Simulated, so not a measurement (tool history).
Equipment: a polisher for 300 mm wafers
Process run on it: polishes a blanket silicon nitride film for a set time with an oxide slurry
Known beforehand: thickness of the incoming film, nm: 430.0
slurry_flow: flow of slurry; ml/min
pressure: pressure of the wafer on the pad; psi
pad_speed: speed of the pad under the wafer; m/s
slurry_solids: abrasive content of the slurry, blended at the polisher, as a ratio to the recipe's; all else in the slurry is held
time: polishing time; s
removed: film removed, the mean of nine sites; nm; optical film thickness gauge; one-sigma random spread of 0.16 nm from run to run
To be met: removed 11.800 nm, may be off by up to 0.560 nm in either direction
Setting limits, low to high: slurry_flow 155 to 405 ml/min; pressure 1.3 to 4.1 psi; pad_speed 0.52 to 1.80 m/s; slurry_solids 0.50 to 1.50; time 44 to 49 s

run,hour,slurry_flow,pressure,pad_speed,slurry_solids,time,removed
1,0.0,260,2.7,1.16,1.00,49,21.359
2,2.9,285,2.7,1.16,1.00,49,22.263
3,9.9,330,2.7,1.16,1.00,49,21.842
4,18.5,330,2.7,1.16,0.80,49,18.595
5,19.2,330,2.7,1.16,0.80,44,16.617
6,23.7,330,2.5,1.14,0.80,44,14.989
7,24.8,330,2.4,1.14,0.80,44,14.815
8,31.8,330,2.2,1.14,0.80,44,13.678
9,38.5,330,1.8,1.12,0.80,44,10.774

5 next moves are on the table. One of them brings every result within its allowed miss. Which?
A,45.2,370,1.5,1.32,0.80,44,?
B,45.2,325,1.6,1.08,0.85,47,?
C,45.2,345,1.8,1.14,0.80,47,?
D,45.2,340,1.5,1.14,0.85,48,?
E,45.2,355,1.8,1.08,0.75,47,?

move,removed
A,10.363
B,10.474
C,11.655
D,10.538
E,10.518
A: its largest miss is bigger than the last run's
B: its largest miss is bigger than the last run's
C: hits every target within its allowed miss
D: its largest miss is bigger than the last run's
E: its largest miss is bigger than the last run's
C is the move that brings every result within its allowed miss.
